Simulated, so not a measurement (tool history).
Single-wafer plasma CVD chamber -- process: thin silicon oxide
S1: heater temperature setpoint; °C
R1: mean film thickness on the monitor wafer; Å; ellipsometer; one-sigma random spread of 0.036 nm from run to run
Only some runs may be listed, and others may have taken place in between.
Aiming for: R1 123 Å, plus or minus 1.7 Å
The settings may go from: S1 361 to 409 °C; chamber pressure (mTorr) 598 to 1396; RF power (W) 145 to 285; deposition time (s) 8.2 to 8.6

Run 1, hour 0: S1 385 °C, chamber pressure (mTorr) 997, RF power (W) 215, deposition time (s) 8.6. Result: R1 156.94 Å.
Run 2, hour 5.7: S1 385 °C, chamber pressure (mTorr) 846, RF power (W) 215, deposition time (s) 8.6. Result: R1 139.46 Å.
Run 3, hour 10: S1 391 °C, chamber pressure (mTorr) 846, RF power (W) 215, deposition time (s) 8.6. Result: R1 137.68 Å.
Run 4, hour 17.1: S1 392 °C, chamber pressure (mTorr) 831, RF power (W) 215, deposition time (s) 8.6. Result: R1 136.13 Å.
Run 5, hour 21.7: S1 392 °C, chamber pressure (mTorr) 964, RF power (W) 215, deposition time (s) 8.6. Result: R1 153.01 Å.
Run 6, hour 22.2: S1 392 °C, chamber pressure (mTorr) 934, RF power (W) 215, deposition time (s) 8.6. Result: R1 149.22 Å.
Run 7, hour 28: S1 392 °C, chamber pressure (mTorr) 907, RF power (W) 215, deposition time (s) 8.6. Result: R1 146.23 Å.
Run 8, hour 32.4: S1 392 °C, chamber pressure (mTorr) 708, RF power (W) 215, deposition time (s) 8.6. Result: R1 117.65 Å.
Run 9, hour 35.2: S1 391 °C, chamber pressure (mTorr) 712, RF power (W) 215, deposition time (s) 8.6. Result: R1 118.53 Å.
Run 10, hour 40.9: S1 390 °C, chamber pressure (mTorr) 769, RF power (W) 215, deposition time (s) 8.6. Result: R1 127.19 Å.
Run 11, hour 47.1: S1 390 °C, chamber pressure (mTorr) 765, RF power (W) 215, deposition time (s) 8.6. Result: R1 126.75 Å.
Run 12, hour 49.2: S1 390 °C, chamber pressure (mTorr) 762, RF power (W) 215, deposition time (s) 8.6. Result: R1 125.72 Å.
Run 13, hour 51.2: S1 390 °C, chamber pressure (mTorr) 759, RF power (W) 215, deposition time (s) 8.6. Result: R1 125.83 Å.
Run 14, hour 59.6: S1 390 °C, chamber pressure (mTorr) 757, RF power (W) 215, deposition time (s) 8.6. Result: R1 125.36 Å.
Run 15, hour 66.1: S1 390 °C, chamber pressure (mTorr) 727, RF power (W) 215, deposition time (s) 8.6. Result: R1 120.14 Å.
Run 16, hour 71.6: S1 390 °C, chamber pressure (mTorr) 730, RF power (W) 215, deposition time (s) 8.6. Result: R1 121.01 Å.

Below are 4 possible settings for the next run. Only one of them brings all results inside the allowed miss of their targets. Which is it?
Run A, hour 77.1: S1 386 °C, chamber pressure (mTorr) 762, RF power (W) 210, deposition time (s) 8.5. Result: R1 ?.
Run B, hour 77.1: S1 383 °C, chamber pressure (mTorr) 686, RF power (W) 245, deposition time (s) 8.3. Result: R1 ?.
Run C, hour 77.1: S1 392 °C, chamber pressure (mTorr) 785, RF power (W) 200, deposition time (s) 8.2. Result: R1 ?.
Run D, hour 77.1: S1 375 °C, chamber pressure (mTorr) 679, RF power (W) 230, deposition time (s) 8.6. Result: R1 ?.

move      R1
   A  123.81
   B  117.02
   C  119.52
   D  117.62
A: in spec on every target
B: lands further from the targets than the last run did
C: lands further from the targets than the last run did
D: lands further from the targets than the last run did
A is the move that brings every result within its allowed miss.

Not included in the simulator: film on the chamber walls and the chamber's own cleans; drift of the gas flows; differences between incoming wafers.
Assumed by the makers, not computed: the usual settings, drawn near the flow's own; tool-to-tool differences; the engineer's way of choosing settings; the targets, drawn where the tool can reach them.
